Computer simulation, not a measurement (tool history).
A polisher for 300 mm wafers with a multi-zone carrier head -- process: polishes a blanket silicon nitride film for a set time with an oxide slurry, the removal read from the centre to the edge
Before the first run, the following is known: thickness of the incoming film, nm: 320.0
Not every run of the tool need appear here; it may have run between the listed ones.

run	hour	flow of slurry (ml/min)	pressure of the head's centre zone	pressure of the head's middle zone	pressure of the head's edge zone	abrasive content of the slurry	polishing time (s)	film removed at the wafer's centre (nm)	film removed at mid-radius (nm)	film removed at the wafer's edge (nm)
1	0	315	1	1	1	1	59	54.414	52.867	52.389
2	1.6	320	1.01	1.05	1.01	1.05	59	55.628	56.419	52.794
3	7.1	325	1.01	1.08	1.03	1.1	59	57.484	60.087	54.195
4	9.2	330	1.01	1.1	1.05	1.15	59	57.794	60.8	55.673
5	15.9	330	1.01	1.1	1.08	1.15	59	57.831	60.902	56.262
6	24.6	300	1.01	1.1	1.08	1.15	59	57.005	59.795	55.62
7	32	320	1.01	1.12	1.08	1.15	59	56.965	61.184	55.897

Run 8 is up next; what results do you expect?
8	40.6	335	1.01	1.13	1.08	1.15	59	?	?	?

film removed at the wafer's centre (nm): 57.789
film removed at mid-radius (nm): 61.934
film removed at the wafer's edge (nm): 56.688

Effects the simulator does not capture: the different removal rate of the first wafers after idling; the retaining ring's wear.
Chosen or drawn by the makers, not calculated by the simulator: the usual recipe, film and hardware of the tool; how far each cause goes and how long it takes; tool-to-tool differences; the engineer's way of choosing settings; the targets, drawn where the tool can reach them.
